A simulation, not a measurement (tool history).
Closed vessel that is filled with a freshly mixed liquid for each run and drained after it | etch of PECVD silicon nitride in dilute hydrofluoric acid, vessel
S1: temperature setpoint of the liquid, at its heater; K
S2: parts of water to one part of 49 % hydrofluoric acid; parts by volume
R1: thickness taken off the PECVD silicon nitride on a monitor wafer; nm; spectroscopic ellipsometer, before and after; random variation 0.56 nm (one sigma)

run 1 hour=0.0 | S1=297.15 S2=265 time_in_the_liquid_(s)=3220 | R1=36.367
run 2 hour=6.2 | S1=298.15 S2=265 time_in_the_liquid_(s)=3220 | R1=38.978
run 3 hour=10.1 | S1=299.15 S2=265 time_in_the_liquid_(s)=3220 | R1=41.038
run 4 hour=14.4 | S1=299.15 S2=265 time_in_the_liquid_(s)=3425 | R1=43.282
run 5 hour=22.5 | S1=299.65 S2=260 time_in_the_liquid_(s)=3425 | R1=45.221
run 6 hour=30.9 | S1=299.65 S2=260 time_in_the_liquid_(s)=3425 | R1=46.516
run 7 hour=35.3 | S1=300.15 S2=260 time_in_the_liquid_(s)=3425 | R1=48.572

Forecast run 8:
run 8 hour=38.6 | S1=300.15 S2=260 time_in_the_liquid_(s)=3425 | R1=?

R1: 47.705 nm
